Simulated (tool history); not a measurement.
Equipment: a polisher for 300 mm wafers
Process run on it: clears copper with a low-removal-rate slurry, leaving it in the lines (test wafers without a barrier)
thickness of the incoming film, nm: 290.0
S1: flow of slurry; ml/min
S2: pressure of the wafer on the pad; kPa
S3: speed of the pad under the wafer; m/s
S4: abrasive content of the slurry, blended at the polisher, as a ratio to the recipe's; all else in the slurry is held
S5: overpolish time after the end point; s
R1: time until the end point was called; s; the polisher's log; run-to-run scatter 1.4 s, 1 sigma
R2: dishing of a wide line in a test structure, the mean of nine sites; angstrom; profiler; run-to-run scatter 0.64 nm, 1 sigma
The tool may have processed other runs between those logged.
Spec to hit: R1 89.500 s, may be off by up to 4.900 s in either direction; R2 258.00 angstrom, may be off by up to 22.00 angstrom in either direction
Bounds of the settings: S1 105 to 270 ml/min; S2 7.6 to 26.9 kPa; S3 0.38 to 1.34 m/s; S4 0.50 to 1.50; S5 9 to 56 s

Run 1, hour 0.0: S1 175 ml/min, S2 17.2 kPa, S3 0.86 m/s, S4 1.00, S5 29 s. Result: R1 144.480 s, R2 239.42 angstrom.
Run 2, hour 7.5: S1 175 ml/min, S2 17.2 kPa, S3 0.86 m/s, S4 1.00, S5 18 s. Result: R1 144.180 s, R2 197.77 angstrom.
Run 3, hour 14.4: S1 175 ml/min, S2 13.1 kPa, S3 0.86 m/s, S4 1.00, S5 18 s. Result: R1 189.490 s, R2 165.02 angstrom.
Run 4, hour 15.6: S1 175 ml/min, S2 13.1 kPa, S3 0.86 m/s, S4 1.15, S5 18 s. Result: R1 181.300 s, R2 171.55 angstrom.
Run 5, hour 19.9: S1 175 ml/min, S2 17.2 kPa, S3 0.86 m/s, S4 1.15, S5 18 s. Result: R1 143.320 s, R2 202.72 angstrom.
Run 6, hour 22.1: S1 175 ml/min, S2 17.2 kPa, S3 0.74 m/s, S4 1.15, S5 18 s. Result: R1 163.420 s, R2 183.85 angstrom.
Run 7, hour 26.9: S1 175 ml/min, S2 17.2 kPa, S3 0.74 m/s, S4 1.15, S5 18 s. Result: R1 160.510 s, R2 182.66 angstrom.
Run 8, hour 27.9: S1 175 ml/min, S2 18.6 kPa, S3 0.74 m/s, S4 1.15, S5 18 s. Result: R1 153.020 s, R2 190.06 angstrom.
Run 9, hour 35.4: S1 175 ml/min, S2 20.0 kPa, S3 0.76 m/s, S4 1.15, S5 18 s. Result: R1 138.320 s, R2 199.59 angstrom.
Run 10, hour 38.3: S1 175 ml/min, S2 21.4 kPa, S3 0.78 m/s, S4 1.15, S5 18 s. Result: R1 124.890 s, R2 217.24 angstrom.
Run 11, hour 42.3: S1 175 ml/min, S2 22.1 kPa, S3 0.78 m/s, S4 1.15, S5 18 s. Result: R1 120.120 s, R2 226.53 angstrom.
Run 12, hour 50.1: S1 175 ml/min, S2 26.9 kPa, S3 0.80 m/s, S4 1.15, S5 16 s. Result: R1 99.119 s, R2 225.92 angstrom.
Run 13, hour 53.7: S1 175 ml/min, S2 26.9 kPa, S3 0.82 m/s, S4 1.15, S5 17 s. Result: R1 95.173 s, R2 238.06 angstrom.

4 candidate next runs follow, results not yet known. Just one meets every target within its allowed miss. Identify it.
Run A, hour 57.3: S1 170 ml/min, S2 26.9 kPa, S3 0.76 m/s, S4 1.20, S5 17 s. Result: R1 ?, R2 ?.
Run B, hour 57.3: S1 190 ml/min, S2 24.8 kPa, S3 0.78 m/s, S4 1.05, S5 39 s. Result: R1 ?, R2 ?.
Run C, hour 57.3: S1 150 ml/min, S2 26.9 kPa, S3 0.80 m/s, S4 1.10, S5 26 s. Result: R1 ?, R2 ?.
Run D, hour 57.3: S1 200 ml/min, S2 26.9 kPa, S3 0.84 m/s, S4 1.30, S5 21 s. Result: R1 ?, R2 ?.

move       R1      R2
   A  105.850  238.67
   B  113.040  292.53
   C  104.890  276.40
   D   92.156  270.27
A: lands further from the targets than the last run did
B: lands further from the targets than the last run did
C: lands further from the targets than the last run did
D: each result inside its tolerance
Go with D: it meets all targets.
